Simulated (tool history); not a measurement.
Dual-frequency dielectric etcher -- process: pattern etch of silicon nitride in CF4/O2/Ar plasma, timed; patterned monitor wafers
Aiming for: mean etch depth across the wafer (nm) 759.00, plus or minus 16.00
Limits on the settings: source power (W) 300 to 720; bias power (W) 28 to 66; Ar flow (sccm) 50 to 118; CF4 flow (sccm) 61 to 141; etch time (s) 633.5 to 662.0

run  hour  source power (W)  bias power (W)  Ar flow (sccm)  CF4 flow (sccm)  etch time (s)  mean etch depth across the wafer (nm)
  1   0.0               510              47              84              101          633.5                                1273.00
  2   5.2               460              43              86               99          633.5                                1093.10
  3   6.7               460              51              86               99          633.5                                1176.20
  4   8.7               460              51              94               99          633.5                                1164.30
  5  11.0               460              59              94               99          633.5                                1246.20
  6  15.6               420              54              96               97          633.5                                1079.70
  7  20.8               390              52              97               96          633.5                                 970.01
  8  29.4               370              51              97               96          633.5                                 913.39
  9  30.7               350              51              97               96          633.5                                 861.98
 10  37.0               340              51              97               96          633.5                                 828.39
 11  42.3               330              51              97               96          633.5                                 802.75
 12  47.2               320              51              97               96          633.5                                 781.95
 13  50.7               300              51              97               96          633.5                                 726.12

Next run, 4 choices. One meets every target within its allowed miss, the rest don't. Which?
  A  54.2               350              46             112               96          633.5                                      ?
  B  54.2               350              34             103              110          662.0                                      ?
  C  54.2               300              46              87              102          633.5                                      ?
  D  54.2               320              53              94               92          649.0                                      ?

move  mean etch depth across the wafer (nm)
   A                                 809.56
   B                                 764.79
   C                                 703.77
   D                                 809.38
A: takes the biggest miss from the last run beyond its target
B: all results in spec
C: further off than the last run
D: takes the biggest miss from the last run beyond its target
B is the move that brings every result within its allowed miss.

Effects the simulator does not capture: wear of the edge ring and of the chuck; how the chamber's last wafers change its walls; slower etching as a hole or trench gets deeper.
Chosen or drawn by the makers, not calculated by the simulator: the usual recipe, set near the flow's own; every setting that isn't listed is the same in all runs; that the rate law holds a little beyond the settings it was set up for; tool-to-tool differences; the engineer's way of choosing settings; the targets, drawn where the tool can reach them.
